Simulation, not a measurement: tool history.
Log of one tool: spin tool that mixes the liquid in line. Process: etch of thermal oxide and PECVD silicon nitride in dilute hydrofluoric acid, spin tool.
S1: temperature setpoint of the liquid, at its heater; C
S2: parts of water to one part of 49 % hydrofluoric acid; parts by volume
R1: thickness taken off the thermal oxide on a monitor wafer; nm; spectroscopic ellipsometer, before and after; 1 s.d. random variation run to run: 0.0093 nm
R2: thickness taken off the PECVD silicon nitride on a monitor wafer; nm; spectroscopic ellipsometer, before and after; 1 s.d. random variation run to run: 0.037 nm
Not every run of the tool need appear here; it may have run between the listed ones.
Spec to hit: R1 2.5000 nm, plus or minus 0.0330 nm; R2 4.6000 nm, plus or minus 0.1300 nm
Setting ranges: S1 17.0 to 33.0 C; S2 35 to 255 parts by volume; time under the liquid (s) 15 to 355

run 1 day=0.000 | S1=25.0 S2=145 time_under_the_liquid_(s)=180 | R1=5.6702 R2=9.2514
run 2 day=0.250 | S1=25.0 S2=160 time_under_the_liquid_(s)=180 | R1=5.0846 R2=8.3002
run 3 day=0.450 | S1=25.0 S2=195 time_under_the_liquid_(s)=180 | R1=3.9978 R2=6.9914
run 4 day=0.500 | S1=25.0 S2=195 time_under_the_liquid_(s)=140 | R1=3.1111 R2=5.3890
run 5 day=0.592 | S1=22.0 S2=195 time_under_the_liquid_(s)=140 | R1=2.7804 R2=4.4358
run 6 day=0.938 | S1=24.0 S2=195 time_under_the_liquid_(s)=140 | R1=3.0200 R2=5.1272
run 7 day=1.208 | S1=24.0 S2=200 time_under_the_liquid_(s)=140 | R1=2.9112 R2=4.9184
run 8 day=1.371 | S1=24.0 S2=200 time_under_the_liquid_(s)=140 | R1=2.8983 R2=4.8927
run 9 day=1.571 | S1=24.0 S2=205 time_under_the_liquid_(s)=140 | R1=2.8071 R2=4.7844
run 10 day=1.812 | S1=24.0 S2=210 time_under_the_liquid_(s)=140 | R1=2.7349 R2=4.6551
run 11 day=2.025 | S1=24.0 S2=215 time_under_the_liquid_(s)=140 | R1=2.6541 R2=4.6153
run 12 day=2.217 | S1=24.5 S2=225 time_under_the_liquid_(s)=145 | R1=2.6397 R2=4.6829
run 13 day=2.425 | S1=25.0 S2=235 time_under_the_liquid_(s)=150 | R1=2.6640 R2=4.7903

Of the 5 settings listed for the next run, only one would bring every result within its allowed miss of target. Which one?
run A day=2.633 | S1=23.0 S2=165 time_under_the_liquid_(s)=115 | R1=? R2=?
run B day=2.633 | S1=24.5 S2=245 time_under_the_liquid_(s)=170 | R1=? R2=?
run C day=2.633 | S1=25.5 S2=235 time_under_the_liquid_(s)=140 | R1=? R2=?
run D day=2.633 | S1=26.0 S2=240 time_under_the_liquid_(s)=145 | R1=? R2=?
run E day=2.633 | S1=25.0 S2=210 time_under_the_liquid_(s)=140 | R1=? R2=?

move=A R1=2.9077 R2=4.5864
move=B R1=2.7957 R2=5.0146
move=C R1=2.5127 R2=4.5754
move=D R1=2.5782 R2=4.7807
move=E R1=2.8419 R2=4.9710
A: its largest miss is bigger than the last run's
B: its largest miss is bigger than the last run's
C: meets every target
D: closes in on the targets versus the last run, not all within tolerance yet
E: its largest miss is bigger than the last run's
The move that meets every target is C.
